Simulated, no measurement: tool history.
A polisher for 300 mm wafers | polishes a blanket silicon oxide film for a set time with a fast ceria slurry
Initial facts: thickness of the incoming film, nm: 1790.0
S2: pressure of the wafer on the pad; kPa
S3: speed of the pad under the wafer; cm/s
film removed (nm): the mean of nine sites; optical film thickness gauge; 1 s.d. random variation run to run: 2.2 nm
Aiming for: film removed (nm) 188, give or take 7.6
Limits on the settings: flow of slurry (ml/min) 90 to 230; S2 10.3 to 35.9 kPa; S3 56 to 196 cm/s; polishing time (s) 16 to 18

run 1 day=0 | flow_of_slurry_(ml/min)=150 S2=22.8 S3=126 polishing_time_(s)=18 | film_removed_(nm)=473.45
run 2 day=0.283 | flow_of_slurry_(ml/min)=150 S2=20 S3=116 polishing_time_(s)=18 | film_removed_(nm)=388.37
run 3 day=0.333 | flow_of_slurry_(ml/min)=165 S2=20 S3=116 polishing_time_(s)=18 | film_removed_(nm)=398.35
run 4 day=0.579 | flow_of_slurry_(ml/min)=160 S2=17.9 S3=108 polishing_time_(s)=18 | film_removed_(nm)=325.36
run 5 day=0.654 | flow_of_slurry_(ml/min)=160 S2=22.8 S3=108 polishing_time_(s)=18 | film_removed_(nm)=417.31
run 6 day=0.979 | flow_of_slurry_(ml/min)=155 S2=20 S3=104 polishing_time_(s)=18 | film_removed_(nm)=348.14
run 7 day=1.179 | flow_of_slurry_(ml/min)=150 S2=17.9 S3=100 polishing_time_(s)=18 | film_removed_(nm)=300.83
run 8 day=1.483 | flow_of_slurry_(ml/min)=145 S2=15.9 S3=98 polishing_time_(s)=18 | film_removed_(nm)=260.3
run 9 day=1.683 | flow_of_slurry_(ml/min)=140 S2=14.5 S3=98 polishing_time_(s)=18 | film_removed_(nm)=236.55
run 10 day=2.033 | flow_of_slurry_(ml/min)=135 S2=13.8 S3=98 polishing_time_(s)=18 | film_removed_(nm)=224.98
run 11 day=2.375 | flow_of_slurry_(ml/min)=130 S2=13.1 S3=98 polishing_time_(s)=18 | film_removed_(nm)=210.93
run 12 day=2.679 | flow_of_slurry_(ml/min)=125 S2=13.1 S3=98 polishing_time_(s)=18 | film_removed_(nm)=212.31
run 13 day=2.967 | flow_of_slurry_(ml/min)=120 S2=13.1 S3=98 polishing_time_(s)=18 | film_removed_(nm)=210.06
run 14 day=3.042 | flow_of_slurry_(ml/min)=115 S2=13.1 S3=98 polishing_time_(s)=18 | film_removed_(nm)=205.2
run 15 day=3.267 | flow_of_slurry_(ml/min)=110 S2=13.1 S3=98 polishing_time_(s)=18 | film_removed_(nm)=197.65
run 16 day=3.342 | flow_of_slurry_(ml/min)=105 S2=13.1 S3=98 polishing_time_(s)=18 | film_removed_(nm)=199.46
run 17 day=3.625 | flow_of_slurry_(ml/min)=100 S2=13.1 S3=98 polishing_time_(s)=18 | film_removed_(nm)=197.95
run 18 day=3.688 | flow_of_slurry_(ml/min)=100 S2=11.7 S3=98 polishing_time_(s)=18 | film_removed_(nm)=178.27

Exactly one of the 4 candidate moves below puts every result within its allowed miss. Which one?
run A day=3.75 | flow_of_slurry_(ml/min)=90 S2=13.8 S3=114 polishing_time_(s)=16 | film_removed_(nm)=?
run B day=3.75 | flow_of_slurry_(ml/min)=95 S2=13.8 S3=88 polishing_time_(s)=17 | film_removed_(nm)=?
run C day=3.75 | flow_of_slurry_(ml/min)=115 S2=17.9 S3=70 polishing_time_(s)=18 | film_removed_(nm)=?
run D day=3.75 | flow_of_slurry_(ml/min)=130 S2=11 S3=116 polishing_time_(s)=16 | film_removed_(nm)=?

move=A film_removed_(nm)=206.92
move=B film_removed_(nm)=174.47
move=C film_removed_(nm)=201.73
move=D film_removed_(nm)=188.73
A: takes the result that was furthest off past its target
B: moves away from the targets compared with the last run
C: takes the result that was furthest off past its target
D: meets every target
Answer: D

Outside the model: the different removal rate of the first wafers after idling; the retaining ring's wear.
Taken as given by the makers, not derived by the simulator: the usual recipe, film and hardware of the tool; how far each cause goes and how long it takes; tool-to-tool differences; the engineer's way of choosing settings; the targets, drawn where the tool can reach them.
